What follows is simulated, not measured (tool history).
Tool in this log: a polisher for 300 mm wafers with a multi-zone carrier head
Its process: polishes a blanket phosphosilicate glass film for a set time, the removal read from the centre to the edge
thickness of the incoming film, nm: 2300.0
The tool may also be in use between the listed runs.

run  hour  flow of slurry (ml/min)  pressure of the head's centre zone  pressure of the head's middle zone  pressure of the head's edge zone  abrasive content of the slurry  polishing time (s)  film removed at the wafer's centre (Å)  film removed at mid-radius (Å)  film removed at the wafer's edge (Å)
  1   0.0                      285                                1.00                                1.00                              1.00                            1.00                  70                                  8748.1                          8549.5                                8729.6
  2   8.5                      280                                0.96                                0.97                              0.99                            0.95                  70                                  8085.4                          8433.1                                8585.1
  3  12.4                      280                                0.96                                0.97                              0.99                            0.95                  82                                  9706.8                          9989.7                                9767.3
  4  14.0                      280                                0.96                                0.97                              0.94                            0.95                  82                                  9610.9                         10099.0                                9901.4
  5  17.4                      275                                0.94                                0.92                              0.95                            0.85                  80                                  8802.2                          8823.4                                9199.6
  6  23.7                      275                                0.94                                0.92                              0.87                            0.85                  80                                  8653.8                          8742.1                                8735.4

What will run 7 give?
  7  25.9                      270                                0.91                                0.89                              0.87                            0.75                  80                                       ?                               ?                                     ?

film removed at the wafer's centre (Å): 8249.2
film removed at mid-radius (Å): 8224.5
film removed at the wafer's edge (Å): 8686.6
